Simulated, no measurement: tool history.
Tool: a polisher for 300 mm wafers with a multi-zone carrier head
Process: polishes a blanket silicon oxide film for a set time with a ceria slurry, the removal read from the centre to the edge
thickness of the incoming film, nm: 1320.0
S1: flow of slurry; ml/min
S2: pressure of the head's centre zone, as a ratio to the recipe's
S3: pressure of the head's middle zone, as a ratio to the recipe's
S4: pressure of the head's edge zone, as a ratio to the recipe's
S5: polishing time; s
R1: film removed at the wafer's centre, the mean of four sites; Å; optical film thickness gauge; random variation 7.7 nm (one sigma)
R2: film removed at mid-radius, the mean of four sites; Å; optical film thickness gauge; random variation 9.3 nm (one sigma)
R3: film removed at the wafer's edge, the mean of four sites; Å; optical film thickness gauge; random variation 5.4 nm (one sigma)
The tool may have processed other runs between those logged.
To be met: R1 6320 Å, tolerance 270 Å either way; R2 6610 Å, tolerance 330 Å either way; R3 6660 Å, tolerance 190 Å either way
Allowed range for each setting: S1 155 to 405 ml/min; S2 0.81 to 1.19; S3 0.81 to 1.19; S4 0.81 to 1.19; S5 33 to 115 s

run 1 hour=0 | S1=260 S2=1 S3=1 S4=1 S5=73 | R1=4417.4 R2=4385.3 R3=4406.6
run 2 hour=4.5 | S1=305 S2=1 S3=1 S4=1 S5=73 | R1=4512.7 R2=4511.3 R3=4488.8
run 3 hour=10.6 | S1=305 S2=1 S3=1 S4=0.92 S5=73 | R1=4596.2 R2=4502.4 R3=4316.1
run 4 hour=15.9 | S1=305 S2=1 S3=1 S4=0.92 S5=63 | R1=3838.6 R2=3798.1 R3=3671
run 5 hour=19.8 | S1=305 S2=1 S3=1 S4=0.94 S5=66 | R1=4136.3 R2=4056.6 R3=3920.9
run 6 hour=24.2 | S1=305 S2=1 S3=1.08 S4=0.94 S5=66 | R1=4015.3 R2=4253.4 R3=3910.7
run 7 hour=24.7 | S1=305 S2=1 S3=1.08 S4=0.96 S5=69 | R1=4243.5 R2=4452.9 R3=4178
run 8 hour=31.5 | S1=310 S2=1 S3=1.08 S4=0.98 S5=71 | R1=4370.9 R2=4525.7 R3=4324.7
run 9 hour=36.9 | S1=310 S2=1 S3=1.08 S4=0.99 S5=74 | R1=4662.4 R2=4860.3 R3=4491.7
run 10 hour=37.8 | S1=305 S2=0.99 S3=1.07 S4=1 S5=77 | R1=4768.8 R2=4980.1 R3=4665.3
run 11 hour=43.8 | S1=300 S2=0.99 S3=1.07 S4=1.02 S5=79 | R1=4900.2 R2=5213.9 R3=4855.2

Which of these 5 next moves meets every target?
run A hour=49.8 | S1=275 S2=1.16 S3=0.88 S4=1.16 S5=103 | R1=? R2=? R3=?
run B hour=49.8 | S1=380 S2=1.17 S3=1.18 S4=0.81 S5=55 | R1=? R2=? R3=?
run C hour=49.8 | S1=250 S2=0.95 S3=1.04 S4=1.14 S5=90 | R1=? R2=? R3=?
run D hour=49.8 | S1=300 S2=0.88 S3=1.18 S4=1.03 S5=100 | R1=? R2=? R3=?
run E hour=49.8 | S1=345 S2=0.98 S3=1.05 S4=1.12 S5=102 | R1=? R2=? R3=?

move=A R1=7059.9 R2=5771.4 R3=6796
move=B R1=3892.5 R2=3979.9 R3=3095.2
move=C R1=5197.6 R2=5723.1 R3=5844.9
move=D R1=5507.7 R2=7136.1 R3=6217.6
move=E R1=6184.9 R2=6674.4 R3=6669.6
A: meets the target for the result that was furthest off, but another lies outside its allowed miss
B: further off than the last run
C: an improvement on the last run, though not all results are within tolerance
D: an improvement on the last run, though not all results are within tolerance
E: in spec on every target
Move E is the one to make.

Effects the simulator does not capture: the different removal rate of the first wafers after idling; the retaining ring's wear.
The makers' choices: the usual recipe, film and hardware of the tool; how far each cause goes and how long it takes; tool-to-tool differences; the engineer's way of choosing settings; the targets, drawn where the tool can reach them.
